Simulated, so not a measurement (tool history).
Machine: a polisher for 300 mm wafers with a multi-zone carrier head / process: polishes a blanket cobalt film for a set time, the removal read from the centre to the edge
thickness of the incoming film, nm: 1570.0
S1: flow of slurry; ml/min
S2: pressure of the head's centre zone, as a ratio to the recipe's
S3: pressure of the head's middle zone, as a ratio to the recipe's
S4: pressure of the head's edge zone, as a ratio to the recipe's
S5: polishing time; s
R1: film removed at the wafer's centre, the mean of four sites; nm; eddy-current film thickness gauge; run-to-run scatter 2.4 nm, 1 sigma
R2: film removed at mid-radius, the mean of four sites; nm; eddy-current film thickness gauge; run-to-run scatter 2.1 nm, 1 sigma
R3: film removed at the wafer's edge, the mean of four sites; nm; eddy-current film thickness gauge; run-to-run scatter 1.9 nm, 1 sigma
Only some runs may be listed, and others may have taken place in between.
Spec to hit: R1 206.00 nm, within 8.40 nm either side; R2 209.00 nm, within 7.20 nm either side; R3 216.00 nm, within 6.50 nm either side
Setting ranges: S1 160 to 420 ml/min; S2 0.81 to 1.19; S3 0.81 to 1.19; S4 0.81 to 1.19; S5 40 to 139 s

run,hour,S1,S2,S3,S4,S5,R1,R2,R3
1,0.0,270,1.00,1.00,1.00,89,255.71,255.95,248.92
2,1.5,325,1.00,1.00,1.00,89,261.45,263.30,250.96
3,8.0,355,1.00,1.00,1.00,89,263.71,265.03,255.31
4,13.4,415,1.00,1.00,1.00,89,266.29,266.68,253.59
5,22.0,420,1.00,1.00,1.00,89,264.87,262.55,252.67
6,26.2,420,1.00,0.95,1.00,89,260.48,253.94,254.37
7,32.9,420,0.98,0.93,0.98,87,251.01,243.40,246.45
8,37.8,420,0.96,0.92,0.96,85,238.52,235.51,244.82
9,41.3,420,0.96,0.92,0.96,83,236.49,230.47,230.87
10,50.3,420,0.94,0.91,0.95,82,230.74,225.03,228.02
11,57.7,420,0.92,0.90,0.95,81,222.56,222.17,229.45

5 next moves are on the table. One of them brings every result within its allowed miss. Which?
A,65.1,405,0.90,0.99,0.96,77,?,?,?
B,65.1,420,0.85,0.94,0.92,83,?,?,?
C,65.1,390,0.86,0.90,0.99,82,?,?,?
D,65.1,410,0.83,0.96,1.05,77,?,?,?
E,65.1,335,0.92,0.91,0.97,78,?,?,?

move,R1,R2,R3
A,202.38,227.80,216.63
B,206.45,235.80,230.36
C,205.08,223.41,233.27
D,186.65,222.25,224.77
E,205.88,211.67,217.92
A: puts the biggest miss on target and leaves a different result outside tolerance
B: moves away from the targets compared with the last run
C: moves away from the targets compared with the last run
D: moves away from the targets compared with the last run
E: all results in spec
Correct choice: E, which meets every target
